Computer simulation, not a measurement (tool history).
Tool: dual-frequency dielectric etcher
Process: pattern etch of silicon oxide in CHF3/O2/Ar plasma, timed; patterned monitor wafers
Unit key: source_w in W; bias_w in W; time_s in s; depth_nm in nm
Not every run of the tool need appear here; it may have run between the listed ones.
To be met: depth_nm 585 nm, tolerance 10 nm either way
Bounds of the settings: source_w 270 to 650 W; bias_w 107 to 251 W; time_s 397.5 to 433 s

Run 1, day 0: source_w 460 W, bias_w 179 W, time_s 433 s. Result: depth_nm 714.91 nm.
Run 2, day 0.046: source_w 440 W, bias_w 176 W, time_s 432.5 s. Result: depth_nm 693.4 nm.
Run 3, day 0.133: source_w 380 W, bias_w 176 W, time_s 432.5 s. Result: depth_nm 648.16 nm.
Run 4, day 0.262: source_w 370 W, bias_w 176 W, time_s 432.5 s. Result: depth_nm 637.78 nm.
Run 5, day 0.592: source_w 370 W, bias_w 176 W, time_s 433 s. Result: depth_nm 640.16 nm.
Run 6, day 0.942: source_w 370 W, bias_w 193 W, time_s 433 s. Result: depth_nm 659.35 nm.
Run 7, day 1.146: source_w 270 W, bias_w 167 W, time_s 427 s. Result: depth_nm 533.58 nm.
Run 8, day 1.171: source_w 280 W, bias_w 167 W, time_s 427 s. Result: depth_nm 546.28 nm.
Run 9, day 1.488: source_w 350 W, bias_w 170 W, time_s 427.5 s. Result: depth_nm 610.58 nm.

Which of these 5 next moves meets every target?
Run A, day 1.804: source_w 310 W, bias_w 193 W, time_s 420 s. Result: depth_nm ?.
Run B, day 1.804: source_w 350 W, bias_w 189 W, time_s 416.5 s. Result: depth_nm ?.
Run C, day 1.804: source_w 340 W, bias_w 211 W, time_s 425.5 s. Result: depth_nm ?.
Run D, day 1.804: source_w 300 W, bias_w 164 W, time_s 426 s. Result: depth_nm ?.
Run E, day 1.804: source_w 310 W, bias_w 178 W, time_s 414.5 s. Result: depth_nm ?.

move  depth_nm
   A    586.85
   B    612.55
   C    637.07
   D    560.16
   E     566.2
A: each result inside its tolerance
B: the biggest miss grows against the last run
C: the biggest miss grows against the last run
D: takes the result that was furthest off past its target
E: takes the result that was furthest off past its target
The right move is A.

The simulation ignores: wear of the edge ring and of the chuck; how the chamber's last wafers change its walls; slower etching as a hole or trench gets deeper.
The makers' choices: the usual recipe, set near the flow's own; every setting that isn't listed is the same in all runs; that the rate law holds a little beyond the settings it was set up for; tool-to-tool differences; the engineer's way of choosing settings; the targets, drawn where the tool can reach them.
